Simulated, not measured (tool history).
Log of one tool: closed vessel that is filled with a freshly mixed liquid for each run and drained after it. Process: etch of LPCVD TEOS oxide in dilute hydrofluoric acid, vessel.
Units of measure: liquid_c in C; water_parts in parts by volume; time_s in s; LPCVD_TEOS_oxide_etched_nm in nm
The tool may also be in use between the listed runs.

run,hour,liquid_c,water_parts,time_s,LPCVD_TEOS_oxide_etched_nm
1,0,22,75,115,52.78
2,8.3,23.5,75,115,55.723
3,9.6,23.5,75,115,57.607
4,13.2,23.5,50,115,87.459
5,21.3,22.5,50,115,84.242
6,24,25,50,115,91.615

Run 7 has not been measured yet. What should we expect?
7,25,23.5,50,115,?

{"run 7": {"LPCVD_TEOS_oxide_etched_nm": 86.87}}
